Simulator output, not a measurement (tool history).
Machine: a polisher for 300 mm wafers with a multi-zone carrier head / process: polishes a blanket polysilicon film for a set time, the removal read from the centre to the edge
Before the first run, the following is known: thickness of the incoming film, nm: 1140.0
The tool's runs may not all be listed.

| run | hour | flow of slurry (ml/min) | pressure of the head's centre zone | pressure of the head's middle zone | pressure of the head's edge zone | polishing time (s) | film removed at the wafer's centre (nm) | film removed at mid-radius (nm) | film removed at the wafer's edge (nm) |
|---|---|---|---|---|---|---|---|---|---|
| 1 | 0 | 240 | 1 | 1 | 1 | 40 | 317.51 | 325.86 | 331.14 |
| 2 | 3.2 | 240 | 1.04 | 1 | 1 | 40 | 337.53 | 327.28 | 330.28 |
| 3 | 11.5 | 235 | 1.03 | 0.97 | 0.97 | 37 | 302.16 | 286.97 | 302.9 |
| 4 | 18.6 | 235 | 1.03 | 0.97 | 0.97 | 33 | 266.93 | 263.72 | 266.57 |
| 5 | 24.6 | 260 | 1.03 | 0.97 | 0.97 | 33 | 269.7 | 264.52 | 269.27 |
| 6 | 29.9 | 260 | 1.11 | 0.97 | 0.97 | 33 | 298.06 | 267.75 | 268.81 |
| 7 | 35.4 | 260 | 1.09 | 0.95 | 0.95 | 31 | 269.01 | 246.76 | 251.12 |
| 8 | 40.8 | 260 | 1.08 | 0.93 | 0.93 | 30 | 264.49 | 232.13 | 239.7 |

Run 9 is up next; what results do you expect?
| 9 | 43.9 | 255 | 1.05 | 0.92 | 0.91 | 29 | ? | ? | ? |

film removed at the wafer's centre (nm): 247.84
film removed at mid-radius (nm): 221.62
film removed at the wafer's edge (nm): 229.53
